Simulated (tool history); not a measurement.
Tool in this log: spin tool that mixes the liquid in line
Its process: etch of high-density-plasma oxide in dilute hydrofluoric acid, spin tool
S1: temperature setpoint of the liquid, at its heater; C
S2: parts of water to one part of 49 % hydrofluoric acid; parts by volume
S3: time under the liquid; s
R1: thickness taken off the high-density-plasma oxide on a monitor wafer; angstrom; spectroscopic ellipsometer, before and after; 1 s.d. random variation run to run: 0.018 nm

Run 1, day 0: S1 20 C, S2 135 parts by volume, S3 95 s. Result: R1 38.766 angstrom.
Run 2, day 0.117: S1 21.5 C, S2 135 parts by volume, S3 95 s. Result: R1 41.115 angstrom.
Run 3, day 0.388: S1 20.5 C, S2 140 parts by volume, S3 95 s. Result: R1 37.578 angstrom.
Run 4, day 0.571: S1 20.5 C, S2 140 parts by volume, S3 75 s. Result: R1 29.808 angstrom.
Run 5, day 0.617: S1 20.5 C, S2 115 parts by volume, S3 75 s. Result: R1 37.011 angstrom.
Run 6, day 0.938: S1 20 C, S2 120 parts by volume, S3 75 s. Result: R1 34.646 angstrom.
Run 7, day 1.017: S1 19.5 C, S2 125 parts by volume, S3 75 s. Result: R1 32.759 angstrom.
Run 8, day 1.242: S1 19 C, S2 130 parts by volume, S3 75 s. Result: R1 30.566 angstrom.
Run 9, day 1.512: S1 18.5 C, S2 130 parts by volume, S3 75 s. Result: R1 30.132 angstrom.

What does the tool deliver on the next run?
Run 10, day 1.771: S1 18 C, S2 130 parts by volume, S3 75 s. Result: R1 ?.

{"run 10": {"R1": 29.361}}

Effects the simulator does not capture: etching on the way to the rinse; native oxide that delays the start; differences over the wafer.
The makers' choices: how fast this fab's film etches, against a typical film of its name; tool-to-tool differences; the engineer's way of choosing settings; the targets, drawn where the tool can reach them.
